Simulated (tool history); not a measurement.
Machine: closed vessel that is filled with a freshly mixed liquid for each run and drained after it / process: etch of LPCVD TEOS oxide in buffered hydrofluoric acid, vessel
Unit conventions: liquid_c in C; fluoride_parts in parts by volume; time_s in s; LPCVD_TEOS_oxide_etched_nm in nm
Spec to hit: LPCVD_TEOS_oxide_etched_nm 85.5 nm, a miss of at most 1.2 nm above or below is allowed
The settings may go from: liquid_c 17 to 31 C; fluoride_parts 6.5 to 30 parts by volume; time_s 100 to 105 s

run	hour	liquid_c	fluoride_parts	time_s	LPCVD_TEOS_oxide_etched_nm
1	0	23	19.5	100	146.52
2	6.9	21.5	20.5	100	129.59
3	14	21.5	20.5	105	135.23
4	14.5	20.5	21.5	105	125.74
5	22.1	19.5	22.5	105	113.81
6	29.8	19	23.5	105	106.89
7	36.8	18.5	24	105	103.21
8	44.5	18	24.5	105	98.858
9	45.1	18	25	105	97.064
10	53.4	17	27	105	87.817

Which of these 5 next moves meets every target?
A	61.7	17	26	105	?
B	61.7	17	24	100	?
C	61.7	20	30	100	?
D	61.7	17	26	100	?
E	61.7	17	25.5	105	?

move	LPCVD_TEOS_oxide_etched_nm
A	89.284
B	89.881
C	91.338
D	85.033
E	90.494
A: its largest miss is bigger than the last run's
B: its largest miss is bigger than the last run's
C: its largest miss is bigger than the last run's
D: hits every target within its allowed miss
E: its largest miss is bigger than the last run's
Answer: D
